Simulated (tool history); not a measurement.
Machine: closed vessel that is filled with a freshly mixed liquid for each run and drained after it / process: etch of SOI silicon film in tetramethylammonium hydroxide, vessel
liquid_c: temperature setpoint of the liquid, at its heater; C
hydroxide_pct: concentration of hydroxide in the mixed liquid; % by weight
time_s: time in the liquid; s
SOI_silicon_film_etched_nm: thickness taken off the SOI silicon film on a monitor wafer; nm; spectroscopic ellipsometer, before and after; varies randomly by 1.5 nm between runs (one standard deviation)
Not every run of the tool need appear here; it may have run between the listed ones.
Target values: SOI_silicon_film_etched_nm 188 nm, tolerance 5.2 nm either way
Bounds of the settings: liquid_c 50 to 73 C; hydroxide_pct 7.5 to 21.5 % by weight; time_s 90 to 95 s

run	hour	liquid_c	hydroxide_pct	time_s	SOI_silicon_film_etched_nm
1	0	60	14.5	90	309.92
2	4.1	60	16	90	295.5
3	7.3	60	14	90	310.32
4	15	60	14	90	315.41
5	17.9	60	16.5	90	290.64
6	20.6	60	14.5	90	308.29
7	26.6	58.5	14.5	90	283.35
8	32.4	57.5	14.5	90	264.46
9	39.7	56.5	14.5	90	249.47
10	42.2	55.5	14.5	90	232.81
11	49.8	55	14.5	90	223.43
12	58.4	54.5	14.5	90	221.64
13	66.3	54	14.5	90	211.7
14	72.9	53.5	14.5	90	203.38
15	73.4	53	14.5	90	198.39

Exactly one of the 4 candidate moves below puts every result within its allowed miss. Which one?
A	73.9	51	13.5	95	?
B	73.9	54	17.5	95	?
C	73.9	53.5	15.5	95	?
D	73.9	53.5	14.5	95	?

move	SOI_silicon_film_etched_nm
A	189.81
B	207.25
C	209.53
D	215.75
A: every result lands within tolerance
B: moves away from the targets compared with the last run
C: moves away from the targets compared with the last run
D: moves away from the targets compared with the last run
The move that meets every target is A.
